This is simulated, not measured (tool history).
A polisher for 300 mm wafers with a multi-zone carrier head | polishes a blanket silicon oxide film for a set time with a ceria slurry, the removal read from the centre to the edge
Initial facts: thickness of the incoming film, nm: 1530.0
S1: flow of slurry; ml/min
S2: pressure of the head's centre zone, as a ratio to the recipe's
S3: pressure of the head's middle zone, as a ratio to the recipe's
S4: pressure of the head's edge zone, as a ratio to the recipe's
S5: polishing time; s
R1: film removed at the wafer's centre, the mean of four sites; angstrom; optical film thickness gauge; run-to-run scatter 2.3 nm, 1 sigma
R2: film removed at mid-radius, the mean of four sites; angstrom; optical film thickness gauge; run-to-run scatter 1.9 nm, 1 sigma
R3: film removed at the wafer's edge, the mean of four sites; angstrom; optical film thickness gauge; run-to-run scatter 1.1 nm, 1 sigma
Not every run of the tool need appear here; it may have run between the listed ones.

Run 1, hour 0.0: S1 290 ml/min, S2 1.00, S3 1.00, S4 1.00, S5 62 s. Result: R1 2181.9 angstrom, R2 2126.5 angstrom, R3 2188.2 angstrom.
Run 2, hour 3.5: S1 245 ml/min, S2 1.00, S3 1.00, S4 1.00, S5 62 s. Result: R1 2137.1 angstrom, R2 2042.0 angstrom, R3 2155.2 angstrom.
Run 3, hour 4.8: S1 245 ml/min, S2 1.00, S3 1.00, S4 1.08, S5 62 s. Result: R1 2111.6 angstrom, R2 2026.7 angstrom, R3 2216.9 angstrom.
Run 4, hour 11.2: S1 245 ml/min, S2 1.00, S3 1.00, S4 1.12, S5 62 s. Result: R1 2139.9 angstrom, R2 2071.1 angstrom, R3 2241.5 angstrom.
Run 5, hour 15.8: S1 245 ml/min, S2 0.97, S3 1.00, S4 1.12, S5 62 s. Result: R1 2070.6 angstrom, R2 2070.4 angstrom, R3 2255.6 angstrom.
Run 6, hour 20.0: S1 245 ml/min, S2 0.99, S3 1.00, S4 1.09, S5 61 s. Result: R1 2117.4 angstrom, R2 2034.7 angstrom, R3 2182.6 angstrom.
At hour 27.8: worn pad replaced by a new one.
Run 7, hour 27.8: S1 245 ml/min, S2 1.01, S3 1.00, S4 1.07, S5 60 s. Result: R1 2231.3 angstrom, R2 2148.9 angstrom, R3 2312.2 angstrom.
Run 8, hour 36.4: S1 280 ml/min, S2 1.01, S3 0.98, S4 1.03, S5 60 s. Result: R1 2301.2 angstrom, R2 2201.9 angstrom, R3 2316.7 angstrom.

The next listed run, before its measurement:
Run 9, hour 42.0: S1 265 ml/min, S2 1.03, S3 0.99, S4 1.00, S5 59 s. Result: R1 ?, R2 ?, R3 ?.

R1: 2308.1 angstrom
R2: 2184.5 angstrom
R3: 2245.4 angstrom
